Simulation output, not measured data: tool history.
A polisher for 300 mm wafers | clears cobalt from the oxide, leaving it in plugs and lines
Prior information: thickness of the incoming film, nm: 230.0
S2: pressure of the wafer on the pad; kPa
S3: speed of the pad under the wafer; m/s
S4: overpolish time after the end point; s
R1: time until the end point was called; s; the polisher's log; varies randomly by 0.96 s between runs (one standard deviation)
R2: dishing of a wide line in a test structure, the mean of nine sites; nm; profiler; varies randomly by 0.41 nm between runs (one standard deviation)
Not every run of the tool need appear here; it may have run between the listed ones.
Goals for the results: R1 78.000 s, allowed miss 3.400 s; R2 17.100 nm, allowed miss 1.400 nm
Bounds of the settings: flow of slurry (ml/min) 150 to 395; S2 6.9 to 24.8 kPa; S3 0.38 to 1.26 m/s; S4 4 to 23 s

{"run": 1, "day": 0.0, "flow of slurry (ml/min)": 250, "S2": 15.9, "S3": 0.82, "S4": 12, "R1": 42.217, "R2": 29.852}
{"run": 2, "day": 0.238, "flow of slurry (ml/min)": 250, "S2": 15.9, "S3": 0.72, "S4": 12, "R1": 47.859, "R2": 28.772}
{"run": 3, "day": 0.317, "flow of slurry (ml/min)": 250, "S2": 15.9, "S3": 0.72, "S4": 8, "R1": 47.73, "R2": 23.522}
{"run": 4, "day": 0.5, "flow of slurry (ml/min)": 285, "S2": 15.9, "S3": 0.72, "S4": 8, "R1": 48.502, "R2": 23.691}
{"run": 5, "day": 0.658, "flow of slurry (ml/min)": 285, "S2": 15.9, "S3": 0.72, "S4": 6, "R1": 48.676, "R2": 19.329}
{"run": 6, "day": 0.896, "flow of slurry (ml/min)": 285, "S2": 13.8, "S3": 0.72, "S4": 6, "R1": 54.501, "R2": 18.221}
{"run": 7, "day": 1.079, "flow of slurry (ml/min)": 285, "S2": 12.4, "S3": 0.7, "S4": 7, "R1": 61.661, "R2": 18.75}
{"run": 8, "day": 1.362, "flow of slurry (ml/min)": 285, "S2": 11.7, "S3": 0.7, "S4": 7, "R1": 66.013, "R2": 17.946}
{"run": 9, "day": 1.438, "flow of slurry (ml/min)": 285, "S2": 11.0, "S3": 0.7, "S4": 7, "R1": 69.981, "R2": 16.79}
{"run": 10, "day": 1.762, "flow of slurry (ml/min)": 285, "S2": 10.3, "S3": 0.7, "S4": 7, "R1": 72.441, "R2": 16.335}

Which one of the following 5 next-run settings gets every result inside its allowed miss? There is exactly one.
{"run": "A", "day": 2.088, "flow of slurry (ml/min)": 275, "S2": 11.0, "S3": 0.78, "S4": 6, "R1": "?", "R2": "?"}
{"run": "B", "day": 2.088, "flow of slurry (ml/min)": 325, "S2": 9.7, "S3": 0.78, "S4": 7, "R1": "?", "R2": "?"}
{"run": "C", "day": 2.088, "flow of slurry (ml/min)": 270, "S2": 11.0, "S3": 0.78, "S4": 8, "R1": "?", "R2": "?"}
{"run": "D", "day": 2.088, "flow of slurry (ml/min)": 265, "S2": 7.6, "S3": 0.92, "S4": 8, "R1": "?", "R2": "?"}
{"run": "E", "day": 2.088, "flow of slurry (ml/min)": 300, "S2": 15.9, "S3": 0.52, "S4": 6, "R1": "?", "R2": "?"}

move=A R1=62.412 R2=16.183
move=B R1=70.108 R2=16.657
move=C R1=62.492 R2=19.820
move=D R1=76.065 R2=17.310
move=E R1=64.574 R2=15.780
A: its largest miss is bigger than the last run's
B: its largest miss is bigger than the last run's
C: its largest miss is bigger than the last run's
D: meets every target
E: its largest miss is bigger than the last run's
D is the move that brings every result within its allowed miss.

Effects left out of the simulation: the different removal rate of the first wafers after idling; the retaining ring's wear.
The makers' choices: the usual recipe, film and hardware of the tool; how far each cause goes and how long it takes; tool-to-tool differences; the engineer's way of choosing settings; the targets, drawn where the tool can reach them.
